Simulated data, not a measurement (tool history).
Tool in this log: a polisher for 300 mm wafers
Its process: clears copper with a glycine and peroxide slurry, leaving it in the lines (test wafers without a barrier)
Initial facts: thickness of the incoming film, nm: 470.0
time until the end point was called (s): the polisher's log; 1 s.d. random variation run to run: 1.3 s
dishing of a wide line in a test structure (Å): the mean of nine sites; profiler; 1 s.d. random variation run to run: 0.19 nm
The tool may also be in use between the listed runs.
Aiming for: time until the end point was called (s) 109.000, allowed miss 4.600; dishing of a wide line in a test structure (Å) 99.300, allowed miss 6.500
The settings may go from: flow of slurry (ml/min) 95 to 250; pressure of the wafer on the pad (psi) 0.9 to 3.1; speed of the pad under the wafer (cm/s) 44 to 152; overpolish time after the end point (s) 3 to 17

| run | hour | flow of slurry (ml/min) | pressure of the wafer on the pad (psi) | speed of the pad under the wafer (cm/s) | overpolish time after the end point (s) | time until the end point was called (s) | dishing of a wide line in a test structure (Å) |
|---|---|---|---|---|---|---|---|
| 1 | 0.0 | 160 | 2.0 | 98 | 9 | 105.180 | 290.020 |
| 2 | 6.6 | 160 | 2.0 | 114 | 9 | 96.590 | 318.960 |
| 3 | 10.2 | 160 | 2.0 | 114 | 12 | 97.623 | 399.380 |
| 4 | 11.7 | 160 | 2.0 | 136 | 12 | 85.342 | 426.050 |
| 5 | 13.0 | 130 | 2.0 | 136 | 12 | 88.961 | 417.710 |
| 6 | 18.3 | 130 | 2.0 | 136 | 10 | 88.400 | 357.940 |
| 7 | 26.3 | 125 | 1.7 | 140 | 8 | 93.880 | 286.920 |
| 8 | 27.4 | 120 | 1.5 | 140 | 7 | 99.675 | 234.420 |
| 9 | 30.8 | 115 | 1.4 | 140 | 6 | 103.890 | 201.280 |
| 10 | 37.6 | 95 | 0.9 | 150 | 3 | 122.300 | 91.269 |
| 11 | 40.1 | 95 | 1.0 | 152 | 3 | 114.510 | 95.263 |

Consider the 5 candidate settings below. Which is the only one whose results all fall within their allowed miss of target?
| A | 42.6 | 100 | 1.0 | 140 | 3 | ? | ? |
| B | 42.6 | 95 | 0.9 | 148 | 4 | ? | ? |
| C | 42.6 | 100 | 0.9 | 146 | 4 | ? | ? |
| D | 42.6 | 95 | 1.3 | 130 | 4 | ? | ? |
| E | 42.6 | 115 | 1.1 | 152 | 3 | ? | ? |

| move | time until the end point was called (s) | dishing of a wide line in a test structure (Å) |
|---|---|---|
| A | 116.790 | 91.536 |
| B | 118.060 | 119.320 |
| C | 117.900 | 119.490 |
| D | 112.030 | 125.700 |
| E | 105.320 | 101.090 |
A: moves away from the targets compared with the last run
B: moves away from the targets compared with the last run
C: moves away from the targets compared with the last run
D: brings the last run's worst result on target, with another outside its allowed miss
E: meets every target
The right move is E.
